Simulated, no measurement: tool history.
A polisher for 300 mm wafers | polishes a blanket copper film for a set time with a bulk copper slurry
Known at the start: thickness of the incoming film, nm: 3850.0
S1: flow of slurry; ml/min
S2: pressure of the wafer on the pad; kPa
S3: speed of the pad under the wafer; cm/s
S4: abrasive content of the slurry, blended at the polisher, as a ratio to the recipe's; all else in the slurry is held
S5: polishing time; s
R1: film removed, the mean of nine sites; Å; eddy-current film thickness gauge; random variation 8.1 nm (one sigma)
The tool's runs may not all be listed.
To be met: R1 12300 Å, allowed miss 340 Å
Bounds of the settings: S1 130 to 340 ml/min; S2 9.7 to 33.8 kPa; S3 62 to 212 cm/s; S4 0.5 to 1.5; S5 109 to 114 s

| run | hour | S1 | S2 | S3 | S4 | S5 | R1 |
|---|---|---|---|---|---|---|---|
| 1 | 0 | 220 | 21.4 | 136 | 1 | 109 | 14517 |
| 2 | 1.3 | 215 | 20.7 | 136 | 1 | 109 | 14196 |
| 3 | 3.1 | 215 | 20.7 | 154 | 1 | 109 | 15725 |
| 4 | 7.4 | 215 | 20.7 | 188 | 1 | 109 | 18352 |
| 5 | 12.4 | 215 | 20.7 | 188 | 1.2 | 109 | 19124 |
| 6 | 20.8 | 215 | 18.6 | 188 | 1.2 | 109 | 17601 |
| 7 | 23.8 | 215 | 17.2 | 188 | 1.2 | 109 | 16579 |
| 8 | 25.4 | 215 | 17.2 | 188 | 1.2 | 109 | 16515 |
| 9 | 30.1 | 215 | 17.2 | 188 | 1.2 | 109 | 16657 |
| 10 | 33.8 | 215 | 15.9 | 188 | 1.2 | 109 | 15464 |
| 11 | 38.3 | 215 | 15.2 | 188 | 1.2 | 109 | 14920 |
| 12 | 39.2 | 215 | 14.5 | 188 | 1.2 | 109 | 14537 |
| 13 | 47.7 | 215 | 13.8 | 188 | 1.2 | 109 | 13909 |
| 14 | 56.2 | 215 | 13.1 | 188 | 1.2 | 109 | 13293 |
| 15 | 61.7 | 210 | 12.4 | 188 | 1.2 | 109 | 12778 |
| 16 | 68.5 | 205 | 12.4 | 188 | 1.2 | 109 | 12618 |
| 17 | 75.9 | 200 | 12.4 | 188 | 1.2 | 109 | 12729 |

Which of these 5 next moves meets every target?
| A | 83.3 | 165 | 13.8 | 178 | 1.4 | 113 | ? |
| B | 83.3 | 185 | 11.7 | 202 | 1.2 | 114 | ? |
| C | 83.3 | 155 | 12.4 | 196 | 1.1 | 109 | ? |
| D | 83.3 | 205 | 11.7 | 212 | 1.2 | 109 | ? |
| E | 83.3 | 155 | 12.4 | 188 | 1.4 | 114 | ? |

| move | R1 |
|---|---|
| A | 13584 |
| B | 13308 |
| C | 12312 |
| D | 13470 |
| E | 13085 |
A: further off than the last run
B: further off than the last run
C: meets every target
D: further off than the last run
E: further off than the last run
The right move is C.
